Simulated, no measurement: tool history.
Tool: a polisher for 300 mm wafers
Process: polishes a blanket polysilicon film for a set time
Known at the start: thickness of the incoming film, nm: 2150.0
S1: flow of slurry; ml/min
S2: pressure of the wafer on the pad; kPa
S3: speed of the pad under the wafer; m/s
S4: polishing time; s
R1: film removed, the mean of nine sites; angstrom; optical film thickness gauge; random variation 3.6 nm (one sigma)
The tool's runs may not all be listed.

run 1 day=0 | S1=230 S2=17.9 S3=0.76 S4=86 | R1=4252.2
run 2 day=0.096 | S1=230 S2=17.9 S3=0.84 S4=86 | R1=4876.4
run 3 day=0.467 | S1=200 S2=17.9 S3=0.84 S4=86 | R1=4825.1
run 4 day=0.633 | S1=200 S2=17.9 S3=0.84 S4=86 | R1=4759
run 5 day=0.712 | S1=200 S2=16.5 S3=0.84 S4=86 | R1=4411.9
run 6 day=0.754 | S1=240 S2=16.5 S3=0.84 S4=86 | R1=4485.8
run 7 day=1.096 | S1=235 S2=11.7 S3=0.76 S4=86 | R1=2955.7

The next listed run, before its measurement:
run 8 day=1.321 | S1=235 S2=11.7 S3=0.76 S4=86 | R1=?

Run 8 gave R1 2924.3 angstrom.
